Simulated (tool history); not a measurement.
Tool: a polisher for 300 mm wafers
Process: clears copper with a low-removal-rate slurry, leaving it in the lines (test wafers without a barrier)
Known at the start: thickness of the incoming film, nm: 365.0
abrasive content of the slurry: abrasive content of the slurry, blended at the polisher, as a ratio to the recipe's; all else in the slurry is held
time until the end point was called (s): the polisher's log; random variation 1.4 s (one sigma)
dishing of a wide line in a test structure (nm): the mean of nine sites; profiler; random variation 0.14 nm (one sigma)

| run | hour | flow of slurry (ml/min) | pressure of the wafer on the pad (psi) | speed of the pad under the wafer (cm/s) | abrasive content of the slurry | overpolish time after the end point (s) | time until the end point was called (s) | dishing of a wide line in a test structure (nm) |
|---|---|---|---|---|---|---|---|---|
| 1 | 0.0 | 160 | 2.9 | 118 | 1.00 | 10 | 146.950 | 19.2120 |
| 2 | 1.4 | 165 | 2.8 | 126 | 1.00 | 8 | 145.430 | 16.6650 |
| 3 | 3.3 | 140 | 2.8 | 126 | 1.00 | 8 | 151.730 | 15.5560 |
| 4 | 5.0 | 125 | 3.2 | 116 | 1.15 | 6 | 146.050 | 11.9570 |
| 5 | 7.4 | 125 | 3.2 | 116 | 1.30 | 6 | 142.020 | 12.4280 |
| 6 | 16.0 | 125 | 3.2 | 116 | 1.30 | 8 | 140.980 | 16.2330 |
| 7 | 18.4 | 120 | 3.6 | 116 | 1.05 | 6 | 134.760 | 13.0580 |
| 8 | 23.2 | 110 | 3.9 | 110 | 1.20 | 5 | 135.860 | 10.7560 |
| 9 | 27.5 | 105 | 4.1 | 112 | 1.30 | 4 | 125.220 | 9.4489 |
| 10 | 31.2 | 100 | 4.2 | 114 | 1.35 | 4 | 123.590 | 9.4830 |
|  | 32.5 | slurry nozzle cleaned |
| 11 | 32.5 | 100 | 4.3 | 118 | 1.40 | 4 | 96.811 | 12.4160 |
| 12 | 38.2 | 100 | 4.4 | 114 | 1.45 | 4 | 94.762 | 12.1260 |

Run 13 comes next. What will it give?
| 13 | 46.6 | 100 | 4.4 | 108 | 1.45 | 4 | ? | ? |

time until the end point was called (s): 102.900
dishing of a wide line in a test structure (nm): 11.6640
